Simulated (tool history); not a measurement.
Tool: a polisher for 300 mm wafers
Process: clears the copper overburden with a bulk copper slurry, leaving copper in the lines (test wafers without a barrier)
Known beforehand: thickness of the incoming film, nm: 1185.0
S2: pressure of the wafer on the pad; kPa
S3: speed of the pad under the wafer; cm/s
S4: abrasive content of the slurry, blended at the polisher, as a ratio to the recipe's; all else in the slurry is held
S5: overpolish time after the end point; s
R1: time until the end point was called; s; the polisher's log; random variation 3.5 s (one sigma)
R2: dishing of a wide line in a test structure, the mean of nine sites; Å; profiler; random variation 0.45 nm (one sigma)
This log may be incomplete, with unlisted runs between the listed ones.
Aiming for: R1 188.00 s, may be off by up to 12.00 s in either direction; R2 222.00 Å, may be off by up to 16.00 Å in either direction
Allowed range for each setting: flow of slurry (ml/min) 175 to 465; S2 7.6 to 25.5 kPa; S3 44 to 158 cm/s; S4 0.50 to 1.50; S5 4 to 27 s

run 1 day=0.000 | flow_of_slurry_(ml/min)=295 S2=16.5 S3=100 S4=1.00 S5=14 | R1=178.26 R2=648.85
run 2 day=0.262 | flow_of_slurry_(ml/min)=295 S2=13.8 S3=100 S4=1.00 S5=14 | R1=204.44 R2=592.94
run 3 day=0.329 | flow_of_slurry_(ml/min)=355 S2=13.8 S3=100 S4=1.00 S5=14 | R1=191.18 R2=579.73
run 4 day=0.621 | flow_of_slurry_(ml/min)=355 S2=13.8 S3=100 S4=1.10 S5=14 | R1=196.27 R2=606.41
run 5 day=0.900 | flow_of_slurry_(ml/min)=320 S2=13.8 S3=100 S4=1.10 S5=14 | R1=197.12 R2=615.52
-- day=0.958 worn pad replaced by a new one
run 6 day=0.958 | flow_of_slurry_(ml/min)=320 S2=13.8 S3=100 S4=1.10 S5=9 | R1=176.72 R2=457.96
run 7 day=1.312 | flow_of_slurry_(ml/min)=360 S2=12.4 S3=102 S4=0.95 S5=8 | R1=191.12 R2=389.29
run 8 day=1.575 | flow_of_slurry_(ml/min)=445 S2=8.3 S3=130 S4=0.70 S5=4 | R1=209.02 R2=196.87
run 9 day=1.771 | flow_of_slurry_(ml/min)=445 S2=9.0 S3=130 S4=0.70 S5=4 | R1=204.42 R2=204.98

Which single option among these 5 for the next run brings every result within its allowed miss of target? Just one does.
run A day=1.967 | flow_of_slurry_(ml/min)=465 S2=11.0 S3=142 S4=0.75 S5=4 | R1=? R2=?
run B day=1.967 | flow_of_slurry_(ml/min)=465 S2=9.0 S3=144 S4=0.55 S5=4 | R1=? R2=?
run C day=1.967 | flow_of_slurry_(ml/min)=465 S2=9.7 S3=100 S4=0.80 S5=4 | R1=? R2=?
run D day=1.967 | flow_of_slurry_(ml/min)=460 S2=7.6 S3=122 S4=0.65 S5=4 | R1=? R2=?
run E day=1.967 | flow_of_slurry_(ml/min)=455 S2=10.3 S3=154 S4=0.55 S5=4 | R1=? R2=?

move=A R1=168.45 R2=250.30
move=B R1=197.82 R2=215.84
move=C R1=238.32 R2=182.54
move=D R1=241.87 R2=179.33
move=E R1=172.25 R2=245.02
A: moves the result that the last run missed by most past its target, out the other side
B: all results land within tolerance of their targets
C: moves away from the targets compared with the last run
D: moves away from the targets compared with the last run
E: moves the result that the last run missed by most past its target, out the other side
Correct choice: B, which meets every target

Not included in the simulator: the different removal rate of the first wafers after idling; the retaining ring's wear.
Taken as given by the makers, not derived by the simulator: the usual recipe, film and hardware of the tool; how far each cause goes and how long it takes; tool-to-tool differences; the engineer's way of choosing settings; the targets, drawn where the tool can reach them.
